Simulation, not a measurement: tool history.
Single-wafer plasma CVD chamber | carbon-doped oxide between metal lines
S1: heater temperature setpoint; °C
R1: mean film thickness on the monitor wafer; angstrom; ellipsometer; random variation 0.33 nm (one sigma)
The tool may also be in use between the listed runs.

Run 1, hour 0: S1 335 °C, chamber pressure (mTorr) 4590, RF power (kW) 0.49, deposition time (s) 17.7. Result: R1 889.06 angstrom.
Run 2, hour 8: S1 338 °C, chamber pressure (mTorr) 4500, RF power (kW) 0.49, deposition time (s) 17.7. Result: R1 878.27 angstrom.
Run 3, hour 14.3: S1 338 °C, chamber pressure (mTorr) 5240, RF power (kW) 0.49, deposition time (s) 17.7. Result: R1 902.3 angstrom.
Run 4, hour 21.3: S1 342 °C, chamber pressure (mTorr) 5120, RF power (kW) 0.49, deposition time (s) 17.7. Result: R1 888.31 angstrom.
At hour 22.9: RF generator calibrated.
Run 5, hour 22.9: S1 345 °C, chamber pressure (mTorr) 5010, RF power (kW) 0.49, deposition time (s) 17.7. Result: R1 912.49 angstrom.
Run 6, hour 30.1: S1 345 °C, chamber pressure (mTorr) 5010, RF power (kW) 0.49, deposition time (s) 16.8. Result: R1 867.26 angstrom.
Run 7, hour 33.9: S1 345 °C, chamber pressure (mTorr) 4910, RF power (kW) 0.485, deposition time (s) 16.8. Result: R1 863.13 angstrom.

The next listed run, before its measurement:
Run 8, hour 37.2: S1 345 °C, chamber pressure (mTorr) 4910, RF power (kW) 0.485, deposition time (s) 16.8. Result: R1 ?.

{"run 8": {"R1": 863.83}}
